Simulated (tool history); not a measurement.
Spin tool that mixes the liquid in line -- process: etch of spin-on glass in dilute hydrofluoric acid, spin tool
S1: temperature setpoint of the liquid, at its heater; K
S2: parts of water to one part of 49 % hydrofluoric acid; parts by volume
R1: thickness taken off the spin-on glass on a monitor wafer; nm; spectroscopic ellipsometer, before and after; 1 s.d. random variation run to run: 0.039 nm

run 1 hour=0 | S1=298.15 S2=270 time_under_the_liquid_(s)=85 | R1=8.2827
run 2 hour=6.1 | S1=295.65 S2=290 time_under_the_liquid_(s)=85 | R1=6.8877
run 3 hour=9.8 | S1=295.65 S2=290 time_under_the_liquid_(s)=85 | R1=6.9008
run 4 hour=18.2 | S1=295.65 S2=290 time_under_the_liquid_(s)=85 | R1=7.0398
run 5 hour=26.4 | S1=295.65 S2=290 time_under_the_liquid_(s)=85 | R1=6.9369
run 6 hour=32.8 | S1=294.15 S2=305 time_under_the_liquid_(s)=85 | R1=6.2126
run 7 hour=33.5 | S1=293.15 S2=315 time_under_the_liquid_(s)=85 | R1=5.8245

The next listed run, before its measurement:
run 8 hour=41 | S1=292.15 S2=325 time_under_the_liquid_(s)=85 | R1=?

Run 8 came out at R1 5.3331 nm.

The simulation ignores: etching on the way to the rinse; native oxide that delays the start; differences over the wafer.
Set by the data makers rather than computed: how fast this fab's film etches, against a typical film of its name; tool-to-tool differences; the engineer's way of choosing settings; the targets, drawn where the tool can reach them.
